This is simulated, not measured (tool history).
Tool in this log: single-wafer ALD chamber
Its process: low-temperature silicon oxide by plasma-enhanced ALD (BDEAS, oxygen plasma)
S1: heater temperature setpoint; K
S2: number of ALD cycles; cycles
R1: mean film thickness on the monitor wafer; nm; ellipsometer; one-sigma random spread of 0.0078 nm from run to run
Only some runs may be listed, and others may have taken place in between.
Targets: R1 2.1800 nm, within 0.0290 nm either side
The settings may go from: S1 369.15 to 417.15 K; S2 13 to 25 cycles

{"run": 1, "day": 0.0, "S1": 393.15, "S2": 19, "R1": 2.462}
{"run": 2, "day": 0.112, "S1": 388.15, "S2": 19, "R1": 2.4998}
{"run": 3, "day": 0.142, "S1": 398.15, "S2": 19, "R1": 2.4329}
{"run": 4, "day": 0.354, "S1": 401.15, "S2": 19, "R1": 2.4344}
{"run": 5, "day": 0.483, "S1": 401.15, "S2": 18, "R1": 2.3119}
{"run": 6, "day": 0.546, "S1": 407.15, "S2": 18, "R1": 2.2654}
{"run": 7, "day": 0.846, "S1": 415.15, "S2": 18, "R1": 2.2259}
{"run": 8, "day": 0.888, "S1": 416.15, "S2": 18, "R1": 2.2271}
{"run": 9, "day": 1.229, "S1": 417.15, "S2": 18, "R1": 2.2172}
{"run": 10, "day": 1.412, "S1": 416.15, "S2": 18, "R1": 2.2267}
{"run": 11, "day": 1.671, "S1": 417.15, "S2": 18, "R1": 2.2168}
{"run": 12, "day": 1.8, "S1": 416.15, "S2": 18, "R1": 2.2201}
{"run": 13, "day": 2.025, "S1": 417.15, "S2": 18, "R1": 2.2245}
{"run": 14, "day": 2.192, "S1": 416.15, "S2": 18, "R1": 2.2286}
{"run": 15, "day": 2.467, "S1": 417.15, "S2": 18, "R1": 2.2132}
{"run": 16, "day": 2.542, "S1": 417.15, "S2": 18, "R1": 2.2291}
{"run": 17, "day": 2.704, "S1": 416.15, "S2": 18, "R1": 2.2324}

Exercise: of the 4 proposed moves below, exactly one satisfies all targets within the stated allowed misses. Which move is it?
{"run": "A", "day": 2.867, "S1": 400.15, "S2": 17, "R1": "?"}
{"run": "B", "day": 2.867, "S1": 412.15, "S2": 17, "R1": "?"}
{"run": "C", "day": 2.867, "S1": 417.15, "S2": 17, "R1": "?"}
{"run": "D", "day": 2.867, "S1": 414.15, "S2": 17, "R1": "?"}

move=A R1=2.1774
move=B R1=2.1208
move=C R1=2.0972
move=D R1=2.1114
A: in spec on every target
B: moves the result that the last run missed by most past its target, out the other side
C: moves the result that the last run missed by most past its target, out the other side
D: moves the result that the last run missed by most past its target, out the other side
A meets every target.
